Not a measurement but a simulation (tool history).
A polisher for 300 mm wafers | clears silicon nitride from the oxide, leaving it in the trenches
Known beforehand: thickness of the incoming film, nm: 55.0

run,hour,flow of slurry (ml/min),pressure of the wafer on the pad (kPa),speed of the pad under the wafer (cm/s),overpolish time after the end point (s),time until the end point was called (s)
1,0.0,300,13.1,78,3,106.540
2,0.8,300,15.9,78,3,92.587
3,3.0,300,15.9,64,3,105.360
4,11.2,300,15.9,64,3,103.610
5,15.6,305,17.2,72,3,89.939
6,22.1,305,17.2,58,3,101.710
7,29.9,310,18.6,68,3,87.086
8,37.9,310,19.3,78,3,76.893
9,39.0,310,20.0,84,3,71.555

Predict the results of run 10:
10,44.8,310,20.0,84,3,?

{"run 10": {"time until the end point was called (s)": 72.977}}
